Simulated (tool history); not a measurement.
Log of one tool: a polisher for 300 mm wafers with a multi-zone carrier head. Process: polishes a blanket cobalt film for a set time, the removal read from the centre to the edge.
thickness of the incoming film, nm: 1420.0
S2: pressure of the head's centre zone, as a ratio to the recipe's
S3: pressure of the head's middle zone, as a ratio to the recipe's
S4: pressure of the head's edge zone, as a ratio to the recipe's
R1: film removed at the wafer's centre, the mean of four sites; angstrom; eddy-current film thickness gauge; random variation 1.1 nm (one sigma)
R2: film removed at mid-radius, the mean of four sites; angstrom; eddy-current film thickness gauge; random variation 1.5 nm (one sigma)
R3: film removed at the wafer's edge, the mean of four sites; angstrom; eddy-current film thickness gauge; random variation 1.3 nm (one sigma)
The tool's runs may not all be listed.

{"run": 1, "day": 0.0, "flow of slurry (ml/min)": 260, "S2": 1, "S3": 1, "S4": 1, "polishing time (s)": 48, "R1": 1404.2, "R2": 1432.8, "R3": 1475}
{"run": 2, "day": 0.121, "flow of slurry (ml/min)": 260, "S2": 1, "S3": 0.97, "S4": 1, "polishing time (s)": 48, "R1": 1433.1, "R2": 1438.4, "R3": 1461.6}
{"run": 3, "day": 0.192, "flow of slurry (ml/min)": 260, "S2": 0.96, "S3": 0.99, "S4": 0.94, "polishing time (s)": 43, "R1": 1219.5, "R2": 1276.4, "R3": 1255.5}
{"run": 4, "day": 0.454, "flow of slurry (ml/min)": 255, "S2": 0.92, "S3": 1, "S4": 0.91, "polishing time (s)": 41, "R1": 1108.2, "R2": 1248.9, "R3": 1160.6}
{"run": 5, "day": 0.683, "flow of slurry (ml/min)": 250, "S2": 0.89, "S3": 0.98, "S4": 0.89, "polishing time (s)": 39, "R1": 1030.2, "R2": 1137.2, "R3": 1115.6}
{"run": 6, "day": 0.85, "flow of slurry (ml/min)": 250, "S2": 0.89, "S3": 0.98, "S4": 0.96, "polishing time (s)": 39, "R1": 1019.6, "R2": 1166.4, "R3": 1157.8}
{"run": 7, "day": 1.15, "flow of slurry (ml/min)": 250, "S2": 0.88, "S3": 0.99, "S4": 0.92, "polishing time (s)": 38, "R1": 1000.6, "R2": 1139.9, "R3": 1077.6}
{"run": 8, "day": 1.358, "flow of slurry (ml/min)": 250, "S2": 0.88, "S3": 0.99, "S4": 0.92, "polishing time (s)": 38, "R1": 985.27, "R2": 1128.7, "R3": 1119.6}
{"run": 9, "day": 1.433, "flow of slurry (ml/min)": 250, "S2": 0.87, "S3": 1.05, "S4": 0.82, "polishing time (s)": 33, "R1": 855.36, "R2": 1016.4, "R3": 932.73}

Run 10 comes next. What will it give?
{"run": 10, "day": 1.542, "flow of slurry (ml/min)": 255, "S2": 0.88, "S3": 1.06, "S4": 0.83, "polishing time (s)": 33, "R1": "?", "R2": "?", "R3": "?"}

{"run 10": {"R1": 848.88, "R2": 1054.7, "R3": 909.42}}
